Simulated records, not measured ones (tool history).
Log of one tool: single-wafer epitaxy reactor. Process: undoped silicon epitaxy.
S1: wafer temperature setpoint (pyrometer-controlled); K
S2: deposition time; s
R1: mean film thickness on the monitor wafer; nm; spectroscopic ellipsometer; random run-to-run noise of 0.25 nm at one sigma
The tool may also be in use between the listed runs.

| run | hour | S1 | S2 | R1 |
|---|---|---|---|---|
| 1 | 0.0 | 918.15 | 536 | 82.546 |
| 2 | 4.3 | 918.15 | 508 | 77.813 |
| 3 | 11.1 | 926.15 | 508 | 96.320 |
| 4 | 16.0 | 918.15 | 507 | 77.486 |
| 5 | 19.2 | 923.15 | 507 | 88.458 |
| 6 | 24.3 | 923.15 | 562 | 97.533 |
| 7 | 27.4 | 915.15 | 561 | 79.779 |

Run 8 comes next. What will it give?
| 8 | 35.9 | 910.15 | 560 | ? |

For run 8 the tool returned R1 70.321 nm.

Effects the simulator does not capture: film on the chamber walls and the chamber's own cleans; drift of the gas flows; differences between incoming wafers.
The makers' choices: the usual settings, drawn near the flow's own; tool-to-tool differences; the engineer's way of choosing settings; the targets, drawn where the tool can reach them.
